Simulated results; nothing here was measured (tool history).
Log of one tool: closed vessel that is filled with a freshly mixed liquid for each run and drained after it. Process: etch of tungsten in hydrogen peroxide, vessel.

run    day  temperature setpoint of the liquid (K)  concentration of hydrogen peroxide in the mixed liquid (% by weight)  time in the liquid (s)  thickness taken off the tungsten on a monitor wafer (angstrom)
  1      0                                  316.15                                                                    25                      30                                                          364.55
  2    0.3                                  316.15                                                                    25                      30                                                           365.8
  3  0.467                                  316.15                                                                    25                      30                                                          361.55
  4  0.758                                  316.15                                                                    25                      30                                                          360.58
  5  0.992                                  318.65                                                                    25                      30                                                          427.92
  6  1.317                                  320.15                                                                    25                      30                                                          471.61
  7  1.367                                  321.65                                                                    25                      30                                                          511.29
  8  1.433                                  322.65                                                                    25                      30                                                          543.46

Run 9 comes next. What will it give?
  9  1.592                                  323.65                                                                    25                      30                                                               ?

Run 9 gave thickness taken off the tungsten on a monitor wafer (angstrom) 582.86.
